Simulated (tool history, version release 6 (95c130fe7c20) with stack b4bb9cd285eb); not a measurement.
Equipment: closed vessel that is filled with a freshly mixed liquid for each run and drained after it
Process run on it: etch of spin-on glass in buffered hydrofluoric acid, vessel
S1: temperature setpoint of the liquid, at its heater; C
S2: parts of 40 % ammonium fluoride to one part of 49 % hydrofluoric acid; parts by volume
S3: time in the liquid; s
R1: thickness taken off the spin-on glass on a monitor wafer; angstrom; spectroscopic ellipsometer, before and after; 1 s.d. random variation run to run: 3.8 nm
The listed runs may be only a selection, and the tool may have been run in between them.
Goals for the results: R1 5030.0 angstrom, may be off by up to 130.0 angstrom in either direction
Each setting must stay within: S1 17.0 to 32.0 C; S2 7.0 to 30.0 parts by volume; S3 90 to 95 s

run 1 hour=0.0 | S1=25.0 S2=19.0 S3=90 | R1=1835.6
run 2 hour=1.5 | S1=26.0 S2=17.0 S3=90 | R1=2174.4
run 3 hour=8.6 | S1=26.0 S2=17.0 S3=95 | R1=2291.3
run 4 hour=14.3 | S1=26.0 S2=20.0 S3=95 | R1=1942.8
run 5 hour=17.6 | S1=26.0 S2=20.0 S3=90 | R1=1834.3
run 6 hour=22.7 | S1=26.0 S2=20.0 S3=95 | R1=1959.0
run 7 hour=32.0 | S1=27.0 S2=18.0 S3=95 | R1=2268.3
run 8 hour=39.7 | S1=28.0 S2=16.0 S3=95 | R1=2700.5
run 9 hour=45.9 | S1=32.0 S2=10.0 S3=95 | R1=5284.8

Exactly one of the 4 candidate moves below puts every result within its allowed miss. Which one?
run A hour=52.1 | S1=31.0 S2=10.5 S3=95 | R1=?
run B hour=52.1 | S1=31.5 S2=11.0 S3=95 | R1=?
run C hour=52.1 | S1=29.5 S2=8.5 S3=90 | R1=?
run D hour=52.1 | S1=31.5 S2=8.5 S3=90 | R1=?

move=A R1=4809.7
move=B R1=4718.2
move=C R1=5020.6
move=D R1=5573.4
A: moves the result that the last run missed by most past its target, out the other side
B: moves the result that the last run missed by most past its target, out the other side
C: in spec on every target
D: misses by more than the last run did
So the answer is move C, the one that meets all the targets.

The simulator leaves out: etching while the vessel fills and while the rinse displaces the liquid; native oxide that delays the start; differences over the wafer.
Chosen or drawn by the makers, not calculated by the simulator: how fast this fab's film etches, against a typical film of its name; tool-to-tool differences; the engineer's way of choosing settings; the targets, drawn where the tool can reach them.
